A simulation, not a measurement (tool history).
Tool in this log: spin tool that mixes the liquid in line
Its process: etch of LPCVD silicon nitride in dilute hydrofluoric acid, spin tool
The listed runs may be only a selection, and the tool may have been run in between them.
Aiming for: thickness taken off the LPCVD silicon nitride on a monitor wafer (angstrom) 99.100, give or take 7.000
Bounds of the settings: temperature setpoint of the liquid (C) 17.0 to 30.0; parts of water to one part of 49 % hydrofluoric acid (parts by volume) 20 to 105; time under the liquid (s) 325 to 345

run    day  temperature setpoint of the liquid (C)  parts of water to one part of 49 % hydrofluoric acid (parts by volume)  time under the liquid (s)  thickness taken off the LPCVD silicon nitride on a monitor wafer (angstrom)
  1  0.000                                    22.0                                                                      55                        325                                                                       22.172
  2  0.062                                    23.0                                                                      50                        330                                                                       26.172
  3  0.362                                    21.5                                                                      50                        330                                                                       23.485
  4  0.479                                    21.5                                                                      50                        345                                                                       25.304
  5  0.838                                    18.5                                                                      50                        345                                                                       20.143
  6  1.062                                    20.0                                                                      45                        345                                                                       25.118
  7  1.371                                    21.5                                                                      40                        345                                                                       29.872
  8  1.633                                    22.5                                                                      35                        345                                                                       36.807
  9  1.725                                    22.5                                                                      35                        345                                                                       39.665
 10  1.808                                    23.5                                                                      35                        345                                                                       40.954
 11  2.042                                    24.5                                                                      35                        345                                                                       43.534
 12  2.133                                    24.5                                                                      35                        345                                                                       44.449
     2.375  -- thermometer replaced
 13  2.375                                    25.5                                                                      35                        345                                                                       54.365
 14  2.742                                    26.0                                                                      35                        345                                                                       55.909
 15  2.938                                    26.5                                                                      35                        345                                                                       58.045
 16  2.996                                    27.0                                                                      35                        345                                                                       58.478
 17  3.088                                    27.0                                                                      35                        345                                                                       60.501
 18  3.221                                    30.0                                                                      20                        345                                                                      124.170
 19  3.421                                    29.5                                                                      20                        345                                                                      121.520
 20  3.688                                    26.5                                                                      25                        345                                                                       83.483
 21  3.962                                    27.5                                                                      25                        345                                                                       82.891
 22  4.000                                    28.5                                                                      25                        345                                                                       89.942

Next run, 5 choices. One meets every target within its allowed miss, the rest don't. Which?
  A  4.038                                    30.0                                                                      25                        345                                                                            ?
  B  4.038                                    26.5                                                                      25                        325                                                                            ?
  C  4.038                                    30.0                                                                      30                        345                                                                            ?
  D  4.038                                    28.0                                                                      25                        345                                                                            ?
  E  4.038                                    28.0                                                                      25                        335                                                                            ?

move  thickness taken off the LPCVD silicon nitride on a monitor wafer (angstrom)
   A                                                                       98.432
   B                                                                       73.522
   C                                                                       82.472
   D                                                                       86.268
   E                                                                       83.767
A: all results land within tolerance of their targets
B: lands further from the targets than the last run did
C: lands further from the targets than the last run did
D: lands further from the targets than the last run did
E: lands further from the targets than the last run did
Answer: A
